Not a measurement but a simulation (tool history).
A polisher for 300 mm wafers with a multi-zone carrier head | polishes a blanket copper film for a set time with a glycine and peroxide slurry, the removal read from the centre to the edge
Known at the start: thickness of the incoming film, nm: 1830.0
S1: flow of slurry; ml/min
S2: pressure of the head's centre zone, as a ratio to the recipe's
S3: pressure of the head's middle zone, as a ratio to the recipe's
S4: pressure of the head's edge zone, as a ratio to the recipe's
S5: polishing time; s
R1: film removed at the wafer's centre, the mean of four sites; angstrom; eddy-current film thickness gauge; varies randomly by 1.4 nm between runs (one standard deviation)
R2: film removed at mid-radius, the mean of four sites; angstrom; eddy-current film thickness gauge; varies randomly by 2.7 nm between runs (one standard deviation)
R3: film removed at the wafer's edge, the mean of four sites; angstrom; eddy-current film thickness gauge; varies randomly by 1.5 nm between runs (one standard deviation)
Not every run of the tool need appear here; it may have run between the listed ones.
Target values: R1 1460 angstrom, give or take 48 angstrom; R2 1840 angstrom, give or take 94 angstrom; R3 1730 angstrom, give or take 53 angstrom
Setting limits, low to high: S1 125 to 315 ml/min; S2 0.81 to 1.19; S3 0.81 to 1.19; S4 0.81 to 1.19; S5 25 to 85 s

run    day   S1    S2    S3    S4  S5      R1      R2      R3
  1      0  205     1     1     1  55  2921.1    2930  2975.4
  2  0.221  205  1.06     1     1  55  3154.4  2912.8  3033.9
  3    0.3  195  1.01     1  0.98  50  2732.5    2577  2659.1
  4  0.358  195  0.97  1.02     1  46  2360.6  2416.8  2512.6
  5  0.588  195  1.04  1.02     1  46  2605.4  2412.1  2529.1
  6  0.879  190     1  1.04  0.99  43  2286.2  2286.6    2326
  7  1.046  185  0.96  1.05  0.98  41  2111.4  2215.5  2216.5
  8  1.288  180  0.93  1.06  0.97  39  1922.9    2100  2095.4
  9  1.321  175  0.91  1.07  0.95  38  1857.5    2078  2009.1
 10  1.354  170  0.89  1.07  0.95  37  1722.6  2028.4  1921.7
 11  1.662  165  0.88  1.06  0.94  37  1719.7  1979.4  1938.5
 12  1.708  160  0.87  1.06  0.93  36  1623.1  1934.4  1879.9
 13  1.988  155  0.86  1.06  0.92  36  1620.3    1914  1835.4
 14  2.196  150  0.85  1.06  0.92  36  1588.7  1916.1  1850.4
 15  2.421  150  0.84  1.06  0.91  36  1550.8  1906.3  1835.2
 16  2.625  150  0.84  1.06  0.91  36  1556.9  1886.3    1840
 17  2.929  150  0.84  1.06   0.9  36  1540.1  1862.1    1815
 18  2.971  150  0.84  1.07  0.89  36  1561.5    1894  1809.5
 19  3.258  145  0.83  1.07  0.88  36  1542.3  1871.6  1784.8

Exercise: of the 4 proposed moves below, exactly one satisfies all targets within the stated allowed misses. Which move is it?
  A  3.546  135   0.9  1.19  0.91  36   ?   ?   ?
  B  3.546  160  0.83  1.09   0.9  34   ?   ?   ?
  C  3.546  190  0.82     1  0.84  36   ?   ?   ?
  D  3.546  130  0.84  0.97  0.92  37   ?   ?   ?

move      R1      R2      R3
   A  1659.2  2002.7  1799.4
   B  1491.1  1833.4  1728.2
   C  1604.3  1880.1    1809
   D  1576.3  1781.2  1853.8
A: moves away from the targets compared with the last run
B: in spec on every target
C: moves away from the targets compared with the last run
D: moves away from the targets compared with the last run
B is the move that brings every result within its allowed miss.
